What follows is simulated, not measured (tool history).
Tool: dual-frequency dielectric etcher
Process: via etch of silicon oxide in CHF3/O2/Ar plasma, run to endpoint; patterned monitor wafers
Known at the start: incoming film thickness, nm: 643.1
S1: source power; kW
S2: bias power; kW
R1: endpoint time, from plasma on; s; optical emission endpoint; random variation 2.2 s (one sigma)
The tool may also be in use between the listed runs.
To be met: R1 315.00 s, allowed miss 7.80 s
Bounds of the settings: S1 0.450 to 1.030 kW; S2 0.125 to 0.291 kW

| run | hour | S1 | S2 | R1 |
|---|---|---|---|---|
| 1 | 0.0 | 0.740 | 0.208 | 282.81 |
| 2 | 5.8 | 0.830 | 0.208 | 271.26 |
| 3 | 10.6 | 0.770 | 0.208 | 277.90 |
| 4 | 19.3 | 0.770 | 0.223 | 271.70 |
| 5 | 21.9 | 0.700 | 0.216 | 287.14 |
| 6 | 23.3 | 0.750 | 0.216 | 279.10 |
| 7 | 26.4 | 0.700 | 0.211 | 286.25 |
| 8 | 30.8 | 0.650 | 0.205 | 299.86 |
| 9 | 37.5 | 0.630 | 0.203 | 302.75 |

4 next moves are on the table. One of them brings every result within its allowed miss. Which?
| A | 44.2 | 0.680 | 0.231 | ? |
| B | 44.2 | 0.710 | 0.160 | ? |
| C | 44.2 | 0.730 | 0.218 | ? |
| D | 44.2 | 0.680 | 0.241 | ? |

| move | R1 |
|---|---|
| A | 283.69 |
| B | 317.06 |
| C | 281.96 |
| D | 279.40 |
A: further off than the last run
B: meets every target
C: further off than the last run
D: further off than the last run
Answer: B

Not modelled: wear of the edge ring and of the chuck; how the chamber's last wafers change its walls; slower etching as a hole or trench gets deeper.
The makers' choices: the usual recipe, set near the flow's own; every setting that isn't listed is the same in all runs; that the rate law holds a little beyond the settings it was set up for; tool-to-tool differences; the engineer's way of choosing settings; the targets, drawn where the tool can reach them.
